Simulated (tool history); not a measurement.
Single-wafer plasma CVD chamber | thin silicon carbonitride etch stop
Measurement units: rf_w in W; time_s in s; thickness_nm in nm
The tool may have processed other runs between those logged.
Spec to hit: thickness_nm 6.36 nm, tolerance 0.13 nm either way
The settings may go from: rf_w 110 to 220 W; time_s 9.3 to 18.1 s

run 1 hour=0 | rf_w=165 time_s=13.7 | thickness_nm=7.6446
run 2 hour=3.5 | rf_w=175 time_s=13.7 | thickness_nm=7.7816
run 3 hour=5.7 | rf_w=175 time_s=11.8 | thickness_nm=6.7275
run 4 hour=13.4 | rf_w=170 time_s=11.7 | thickness_nm=6.5728
run 5 hour=16 | rf_w=165 time_s=11.7 | thickness_nm=6.5339
run 6 hour=20 | rf_w=165 time_s=10.1 | thickness_nm=5.6786
run 7 hour=27.3 | rf_w=175 time_s=10.2 | thickness_nm=5.8322
run 8 hour=32.1 | rf_w=185 time_s=10.4 | thickness_nm=6.0025
run 9 hour=33.2 | rf_w=185 time_s=10.4 | thickness_nm=6.0441
run 10 hour=39.2 | rf_w=190 time_s=10.5 | thickness_nm=6.1336

Exactly one of the 4 candidate moves below puts every result within its allowed miss. Which one?
run A hour=45.2 | rf_w=170 time_s=10.5 | thickness_nm=?
run B hour=45.2 | rf_w=205 time_s=10.2 | thickness_nm=?
run C hour=45.2 | rf_w=185 time_s=11 | thickness_nm=?
run D hour=45.2 | rf_w=180 time_s=10.7 | thickness_nm=?

move=A thickness_nm=5.9303
move=B thickness_nm=6.0883
move=C thickness_nm=6.3697
move=D thickness_nm=6.146
A: moves away from the targets compared with the last run
B: moves away from the targets compared with the last run
C: all results land within tolerance of their targets
D: better than the last run, though not everything is in spec
C meets every target.
